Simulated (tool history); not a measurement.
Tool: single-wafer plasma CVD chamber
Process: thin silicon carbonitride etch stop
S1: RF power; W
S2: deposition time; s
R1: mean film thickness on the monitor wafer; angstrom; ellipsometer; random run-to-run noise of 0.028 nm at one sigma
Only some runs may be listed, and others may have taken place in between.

{"run": 1, "hour": 0.0, "S1": 180, "S2": 23.7, "R1": 145.22}
{"run": 2, "hour": 8.2, "S1": 195, "S2": 23.7, "R1": 148.33}
{"run": 3, "hour": 11.3, "S1": 195, "S2": 26.3, "R1": 164.99}
{"run": 4, "hour": 18.1, "S1": 185, "S2": 25.3, "R1": 156.29}
{"run": 5, "hour": 24.1, "S1": 180, "S2": 24.5, "R1": 150.27}
{"run": 6, "hour": 26.3, "S1": 165, "S2": 24.5, "R1": 146.51}

Forecast run 7:
{"run": 7, "hour": 30.5, "S1": 160, "S2": 24.0, "R1": "?"}

{"run 7": {"R1": 142.56}}

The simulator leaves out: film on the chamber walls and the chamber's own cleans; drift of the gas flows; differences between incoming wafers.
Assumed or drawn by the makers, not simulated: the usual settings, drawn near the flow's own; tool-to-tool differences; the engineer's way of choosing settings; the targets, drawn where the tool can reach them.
